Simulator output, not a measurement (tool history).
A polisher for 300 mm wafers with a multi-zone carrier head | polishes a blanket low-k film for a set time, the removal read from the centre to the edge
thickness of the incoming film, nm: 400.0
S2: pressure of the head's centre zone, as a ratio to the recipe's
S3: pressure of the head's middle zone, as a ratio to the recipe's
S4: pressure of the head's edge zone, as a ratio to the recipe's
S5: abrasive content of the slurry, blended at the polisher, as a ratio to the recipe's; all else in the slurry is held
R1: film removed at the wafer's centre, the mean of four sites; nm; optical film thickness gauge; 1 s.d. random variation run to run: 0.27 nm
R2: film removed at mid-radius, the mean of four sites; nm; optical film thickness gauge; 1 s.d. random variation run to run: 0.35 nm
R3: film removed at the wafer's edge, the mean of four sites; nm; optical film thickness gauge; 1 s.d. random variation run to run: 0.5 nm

run 1 hour=0 | flow_of_slurry_(ml/min)=175 S2=1 S3=1 S4=1 S5=1 polishing_time_(s)=63 | R1=32.795 R2=33.731 R3=34.447
run 2 hour=3.9 | flow_of_slurry_(ml/min)=175 S2=1 S3=0.94 S4=1 S5=1 polishing_time_(s)=63 | R1=33.092 R2=32.352 R3=32.755
run 3 hour=6 | flow_of_slurry_(ml/min)=135 S2=1 S3=0.94 S4=1 S5=1 polishing_time_(s)=63 | R1=30.992 R2=30.471 R3=32.665
run 4 hour=9.8 | flow_of_slurry_(ml/min)=135 S2=1 S3=1.01 S4=1 S5=1 polishing_time_(s)=63 | R1=31.412 R2=32.505 R3=31.149
run 5 hour=13.7 | flow_of_slurry_(ml/min)=135 S2=1 S3=1.05 S4=1 S5=1 polishing_time_(s)=63 | R1=30.776 R2=33.446 R3=32.075
run 6 hour=17.4 | flow_of_slurry_(ml/min)=150 S2=1.01 S3=1.04 S4=1.02 S5=1 polishing_time_(s)=63 | R1=31.893 R2=34.008 R3=32.578
run 7 hour=21.9 | flow_of_slurry_(ml/min)=160 S2=1.01 S3=1.02 S4=1.03 S5=1 polishing_time_(s)=63 | R1=32.605 R2=33.782 R3=33.708
run 8 hour=23.5 | flow_of_slurry_(ml/min)=170 S2=1.02 S3=1.01 S4=1.04 S5=1 polishing_time_(s)=63 | R1=32.943 R2=34.008 R3=33.606
run 9 hour=32.2 | flow_of_slurry_(ml/min)=180 S2=1.02 S3=0.99 S4=1.05 S5=1 polishing_time_(s)=63 | R1=33.979 R2=33.629 R3=34.18
run 10 hour=36.4 | flow_of_slurry_(ml/min)=185 S2=1.02 S3=0.98 S4=1.06 S5=1 polishing_time_(s)=63 | R1=33.711 R2=32.946 R3=35.095
run 11 hour=43.6 | flow_of_slurry_(ml/min)=195 S2=1.02 S3=0.98 S4=1.06 S5=1 polishing_time_(s)=63 | R1=34.459 R2=34.21 R3=34.791
run 12 hour=45.2 | flow_of_slurry_(ml/min)=200 S2=1.02 S3=0.97 S4=1.07 S5=1 polishing_time_(s)=63 | R1=34.547 R2=33.266 R3=34.845

Expected results for the next run?
run 13 hour=51.1 | flow_of_slurry_(ml/min)=200 S2=1.02 S3=0.97 S4=1.07 S5=1 polishing_time_(s)=63 | R1=? R2=? R3=?

R1: 34.584 nm
R2: 33.862 nm
R3: 34.763 nm
